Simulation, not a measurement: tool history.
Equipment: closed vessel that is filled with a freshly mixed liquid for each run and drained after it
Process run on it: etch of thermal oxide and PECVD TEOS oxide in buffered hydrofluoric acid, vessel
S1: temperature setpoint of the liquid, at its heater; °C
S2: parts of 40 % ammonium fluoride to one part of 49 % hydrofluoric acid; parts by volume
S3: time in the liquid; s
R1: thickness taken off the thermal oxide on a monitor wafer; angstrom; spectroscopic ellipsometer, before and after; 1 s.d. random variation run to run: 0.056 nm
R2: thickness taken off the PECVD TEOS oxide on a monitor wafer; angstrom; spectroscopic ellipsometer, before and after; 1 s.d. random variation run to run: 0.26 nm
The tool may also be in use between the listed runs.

run  hour  S1    S2  S3      R1      R2
  1     0  21    18  60   282.8  948.87
  2   4.4  21  21.5  60  249.56  822.81
  3   9.8  21  24.5  60  227.03  757.16
  4  18.4  20  25.5  60  209.53  688.75
  5  24.9  17  25.5  60  176.09  592.82
  6  33.3  17  25.5  80  235.83  783.79
  7  34.6  17    26  75  217.72  725.18
  8  37.1  17    26  75  216.09  718.95
  9    46  17  26.5  70  200.32  663.86

Expected results for the next run?
 10  51.4  17  27  65   ?   ?

{"run 10": {"R1": 183.07, "R2": 605.77}}
